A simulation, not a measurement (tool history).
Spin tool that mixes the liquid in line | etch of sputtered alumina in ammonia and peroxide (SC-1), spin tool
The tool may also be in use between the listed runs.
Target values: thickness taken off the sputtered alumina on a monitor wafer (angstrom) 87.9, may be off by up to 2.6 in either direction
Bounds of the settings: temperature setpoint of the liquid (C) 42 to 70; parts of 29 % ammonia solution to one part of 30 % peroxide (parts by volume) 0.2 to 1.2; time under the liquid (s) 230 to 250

run	hour	temperature setpoint of the liquid (C)	parts of 29 % ammonia solution to one part of 30 % peroxide (parts by volume)	time under the liquid (s)	thickness taken off the sputtered alumina on a monitor wafer (angstrom)
1	0	58	0.9	230	136.54
2	6.5	61	0.9	230	158.3
3	7.3	66.5	0.9	230	209.26
4	11.3	66.5	0.65	230	201.67
5	15.6	62	0.65	230	161.52
6	24	62	0.65	250	177.67
7	31.4	58.5	0.65	250	147.83
8	33.2	56	0.65	250	129.13
9	36.4	54	0.65	250	115.92
10	43.9	52.5	0.65	250	106.51
11	49.9	51.5	0.65	250	101.3
12	56.2	51	0.65	250	98.224
13	61.2	50.5	0.65	250	95.591
14	64.6	50	0.65	250	93.167

Pick the move, out of 4, that brings all results within their allowed miss; only one does.
A	68	52	0.55	230	?
B	68	49	0.65	235	?
C	68	50.5	0.4	240	?
D	68	47.5	0.65	250	?

move	thickness taken off the sputtered alumina on a monitor wafer (angstrom)
A	93.654
B	82.366
C	87.3
D	80.546
A: misses by more than the last run did
B: carries the result that was furthest off beyond its target, to the other side
C: in spec on every target
D: carries the result that was furthest off beyond its target, to the other side
Move C is the one to make.

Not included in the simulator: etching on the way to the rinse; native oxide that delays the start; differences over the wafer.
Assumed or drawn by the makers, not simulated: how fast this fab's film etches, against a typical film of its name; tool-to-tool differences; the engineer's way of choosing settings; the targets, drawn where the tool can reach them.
